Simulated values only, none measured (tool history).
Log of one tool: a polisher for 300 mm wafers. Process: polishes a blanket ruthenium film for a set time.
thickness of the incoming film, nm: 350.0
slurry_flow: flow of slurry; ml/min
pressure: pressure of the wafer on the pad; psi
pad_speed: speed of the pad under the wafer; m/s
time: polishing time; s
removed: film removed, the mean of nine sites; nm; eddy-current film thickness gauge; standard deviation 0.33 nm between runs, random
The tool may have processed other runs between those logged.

run    day  slurry_flow  pressure  pad_speed  time  removed
  1      0          145       2.2       1.26    44   68.637
  2   0.35          140       1.8        1.2    44   53.942
  3  0.429          140       1.8        1.2    39   48.009
  4  0.554          135       1.6        1.2    39   42.886
  5  0.825          110       1.6        1.2    39   39.425
  6  0.879          105       1.5        1.2    39   36.886
  7  1.071           95       1.2        1.2    39   29.584

Run 8 has not been measured yet. What should we expect?
  8  1.2          100       1.2        1.2    39        ?

{"run 8": {"removed": 30.128}}

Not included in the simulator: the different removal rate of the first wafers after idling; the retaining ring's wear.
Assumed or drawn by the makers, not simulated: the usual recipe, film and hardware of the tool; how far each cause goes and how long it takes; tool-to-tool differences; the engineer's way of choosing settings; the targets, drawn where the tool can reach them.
